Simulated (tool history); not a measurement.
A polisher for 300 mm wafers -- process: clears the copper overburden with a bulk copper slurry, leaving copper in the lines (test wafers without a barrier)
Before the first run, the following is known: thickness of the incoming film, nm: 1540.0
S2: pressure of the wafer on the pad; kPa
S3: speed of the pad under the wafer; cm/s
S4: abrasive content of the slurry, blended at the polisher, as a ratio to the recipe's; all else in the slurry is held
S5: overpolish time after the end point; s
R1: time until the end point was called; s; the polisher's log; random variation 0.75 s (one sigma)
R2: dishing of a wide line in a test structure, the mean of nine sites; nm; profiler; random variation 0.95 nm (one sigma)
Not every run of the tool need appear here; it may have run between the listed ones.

{"run": 1, "day": 0.0, "flow of slurry (ml/min)": 285, "S2": 22.8, "S3": 130, "S4": 1, "S5": 25, "R1": 102.52, "R2": 77.945}
{"run": 2, "day": 0.125, "flow of slurry (ml/min)": 285, "S2": 23.4, "S3": 140, "S4": 1, "S5": 22, "R1": 92.185, "R2": 78.267}
{"run": 3, "day": 0.421, "flow of slurry (ml/min)": 290, "S2": 23.4, "S3": 150, "S4": 1, "S5": 19, "R1": 87.947, "R2": 75.508}
{"run": 4, "day": 0.779, "flow of slurry (ml/min)": 290, "S2": 21.4, "S3": 150, "S4": 1, "S5": 19, "R1": 96.052, "R2": 75.45}
{"run": 5, "day": 0.817, "flow of slurry (ml/min)": 300, "S2": 22.8, "S3": 156, "S4": 1, "S5": 17, "R1": 87.06, "R2": 74.127}
{"run": 6, "day": 0.908, "flow of slurry (ml/min)": 300, "S2": 28.3, "S3": 156, "S4": 1, "S5": 17, "R1": 69.217, "R2": 79.202}

For run 7, what comes out?
{"run": 7, "day": 0.95, "flow of slurry (ml/min)": 310, "S2": 28.3, "S3": 162, "S4": 1, "S5": 15, "R1": "?", "R2": "?"}

{"run 7": {"R1": 67.44, "R2": 81.1}}
